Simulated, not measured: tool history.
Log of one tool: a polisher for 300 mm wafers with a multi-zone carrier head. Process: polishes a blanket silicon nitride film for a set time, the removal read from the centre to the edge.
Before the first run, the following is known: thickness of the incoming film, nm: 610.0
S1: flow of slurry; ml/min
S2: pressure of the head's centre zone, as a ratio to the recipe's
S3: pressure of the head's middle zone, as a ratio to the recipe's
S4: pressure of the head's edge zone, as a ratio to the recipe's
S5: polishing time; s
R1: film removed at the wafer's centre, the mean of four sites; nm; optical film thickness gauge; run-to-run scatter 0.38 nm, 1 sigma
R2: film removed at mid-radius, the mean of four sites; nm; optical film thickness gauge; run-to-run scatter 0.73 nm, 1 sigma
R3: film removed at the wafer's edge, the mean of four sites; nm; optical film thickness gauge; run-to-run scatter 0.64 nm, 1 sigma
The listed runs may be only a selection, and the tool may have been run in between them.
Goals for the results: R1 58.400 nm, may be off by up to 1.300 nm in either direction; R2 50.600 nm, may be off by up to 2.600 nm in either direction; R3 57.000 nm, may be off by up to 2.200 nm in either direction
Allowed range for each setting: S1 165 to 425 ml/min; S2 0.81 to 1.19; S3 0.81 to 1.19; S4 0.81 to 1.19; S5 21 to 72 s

{"run": 1, "hour": 0.0, "S1": 275, "S2": 1.0, "S3": 1.0, "S4": 1.0, "S5": 46, "R1": 106.0, "R2": 109.04, "R3": 110.64}
{"run": 2, "hour": 7.8, "S1": 260, "S2": 1.0, "S3": 0.97, "S4": 0.98, "S5": 43, "R1": 97.549, "R2": 95.282, "R3": 99.939}
{"run": 3, "hour": 16.1, "S1": 255, "S2": 0.99, "S3": 0.96, "S4": 0.96, "S5": 41, "R1": 93.167, "R2": 91.756, "R3": 94.422}
{"run": 4, "hour": 19.6, "S1": 245, "S2": 0.98, "S3": 0.94, "S4": 0.95, "S5": 39, "R1": 86.415, "R2": 82.534, "R3": 88.296}
{"run": 5, "hour": 23.4, "S1": 245, "S2": 0.98, "S3": 0.94, "S4": 0.92, "S5": 39, "R1": 87.208, "R2": 84.147, "R3": 87.719}
{"run": 6, "hour": 31.7, "S1": 245, "S2": 0.98, "S3": 0.99, "S4": 0.92, "S5": 39, "R1": 87.25, "R2": 87.233, "R3": 88.287}
{"run": 7, "hour": 36.8, "S1": 240, "S2": 0.97, "S3": 0.97, "S4": 0.91, "S5": 37, "R1": 80.461, "R2": 81.961, "R3": 81.712}
{"run": 8, "hour": 45.6, "S1": 230, "S2": 0.97, "S3": 0.95, "S4": 0.9, "S5": 35, "R1": 75.595, "R2": 75.81, "R3": 76.58}
{"run": 9, "hour": 47.6, "S1": 225, "S2": 0.97, "S3": 0.93, "S4": 0.9, "S5": 34, "R1": 73.53, "R2": 73.118, "R3": 74.949}
{"run": 10, "hour": 49.8, "S1": 230, "S2": 0.98, "S3": 0.91, "S4": 0.9, "S5": 32, "R1": 69.665, "R2": 66.683, "R3": 71.46}
{"run": 11, "hour": 57.0, "S1": 225, "S2": 0.98, "S3": 0.9, "S4": 0.89, "S5": 31, "R1": 67.917, "R2": 63.903, "R3": 67.386}
{"run": 12, "hour": 64.8, "S1": 225, "S2": 0.98, "S3": 0.89, "S4": 0.89, "S5": 30, "R1": 65.793, "R2": 62.353, "R3": 64.286}
{"run": 13, "hour": 68.8, "S1": 220, "S2": 0.98, "S3": 0.88, "S4": 0.9, "S5": 29, "R1": 63.033, "R2": 58.017, "R3": 64.036}
{"run": 14, "hour": 75.1, "S1": 215, "S2": 0.98, "S3": 0.87, "S4": 0.89, "S5": 29, "R1": 63.573, "R2": 59.615, "R3": 64.284}
{"run": 15, "hour": 84.0, "S1": 220, "S2": 0.98, "S3": 0.86, "S4": 0.89, "S5": 28, "R1": 60.521, "R2": 57.221, "R3": 61.275}
{"run": 16, "hour": 92.8, "S1": 195, "S2": 1.03, "S3": 0.81, "S4": 0.9, "S5": 25, "R1": 56.226, "R2": 46.791, "R3": 53.954}
{"run": 17, "hour": 94.7, "S1": 200, "S2": 1.03, "S3": 0.81, "S4": 0.9, "S5": 25, "R1": 56.071, "R2": 46.697, "R3": 54.04}
{"run": 18, "hour": 99.5, "S1": 205, "S2": 1.03, "S3": 0.81, "S4": 0.9, "S5": 25, "R1": 56.689, "R2": 46.669, "R3": 54.744}
{"run": 19, "hour": 105.5, "S1": 210, "S2": 1.03, "S3": 0.81, "S4": 0.9, "S5": 25, "R1": 56.609, "R2": 47.105, "R3": 55.11}
{"run": 20, "hour": 113.7, "S1": 215, "S2": 1.03, "S3": 0.81, "S4": 0.9, "S5": 25, "R1": 56.984, "R2": 46.85, "R3": 55.067}
{"run": 21, "hour": 122.3, "S1": 215, "S2": 1.03, "S3": 0.81, "S4": 0.9, "S5": 25, "R1": 57.233, "R2": 46.235, "R3": 55.14}
{"run": 22, "hour": 127.3, "S1": 215, "S2": 1.03, "S3": 0.82, "S4": 0.9, "S5": 25, "R1": 57.085, "R2": 47.246, "R3": 55.158}

Exactly one of the 4 candidate moves below puts every result within its allowed miss. Which one?
{"run": "A", "hour": 132.3, "S1": 235, "S2": 0.97, "S3": 0.81, "S4": 0.99, "S5": 25, "R1": "?", "R2": "?", "R3": "?"}
{"run": "B", "hour": 132.3, "S1": 250, "S2": 1.01, "S3": 0.91, "S4": 0.83, "S5": 24, "R1": "?", "R2": "?", "R3": "?"}
{"run": "C", "hour": 132.3, "S1": 165, "S2": 1.03, "S3": 0.89, "S4": 0.85, "S5": 25, "R1": "?", "R2": "?", "R3": "?"}
{"run": "D", "hour": 132.3, "S1": 165, "S2": 1.08, "S3": 0.89, "S4": 0.99, "S5": 26, "R1": "?", "R2": "?", "R3": "?"}

move=A R1=54.024 R2=48.338 R3=57.040
move=B R1=54.508 R2=51.499 R3=50.737
move=C R1=53.496 R2=49.072 R3=50.727
move=D R1=58.296 R2=51.011 R3=56.617
A: the furthest-off result lands on target, but another misses its tolerance
B: the furthest-off result lands on target, but another misses its tolerance
C: the furthest-off result lands on target, but another misses its tolerance
D: hits every target within its allowed miss
Go with D: it meets all targets.

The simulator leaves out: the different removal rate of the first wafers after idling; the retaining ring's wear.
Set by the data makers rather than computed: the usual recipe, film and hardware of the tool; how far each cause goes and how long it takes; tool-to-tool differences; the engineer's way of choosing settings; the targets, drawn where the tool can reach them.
